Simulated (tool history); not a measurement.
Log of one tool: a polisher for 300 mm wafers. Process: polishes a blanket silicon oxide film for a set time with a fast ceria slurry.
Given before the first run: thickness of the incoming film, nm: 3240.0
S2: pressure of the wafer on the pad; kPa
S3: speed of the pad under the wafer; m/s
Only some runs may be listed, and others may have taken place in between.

Run 1, day 0: flow of slurry (ml/min) 120, S2 15.9 kPa, S3 1.22 m/s, polishing time (s) 44. Result: film removed (angstrom) 6961.
Run 2, day 0.033: flow of slurry (ml/min) 120, S2 15.9 kPa, S3 1.42 m/s, polishing time (s) 44. Result: film removed (angstrom) 8163.5.
Run 3, day 0.208: flow of slurry (ml/min) 120, S2 18.6 kPa, S3 1.42 m/s, polishing time (s) 44. Result: film removed (angstrom) 9446.5.
Run 4, day 0.262: flow of slurry (ml/min) 120, S2 18.6 kPa, S3 1.22 m/s, polishing time (s) 44. Result: film removed (angstrom) 8200.3.
Run 5, day 0.412: flow of slurry (ml/min) 120, S2 18.6 kPa, S3 1.08 m/s, polishing time (s) 44. Result: film removed (angstrom) 7337.
Run 6, day 0.762: flow of slurry (ml/min) 120, S2 18.6 kPa, S3 1.08 m/s, polishing time (s) 40. Result: film removed (angstrom) 6604.5.
Run 7, day 0.788: flow of slurry (ml/min) 110, S2 15.2 kPa, S3 1.06 m/s, polishing time (s) 40. Result: film removed (angstrom) 5267.5.
Run 8, day 0.904: flow of slurry (ml/min) 100, S2 13.1 kPa, S3 1.06 m/s, polishing time (s) 40. Result: film removed (angstrom) 4425.9.

The next listed run, before its measurement:
Run 9, day 1.1: flow of slurry (ml/min) 95, S2 11.7 kPa, S3 1.06 m/s, polishing time (s) 40. Result: film removed (angstrom) ?.

Run 9 gave film removed (angstrom) 3934.8.
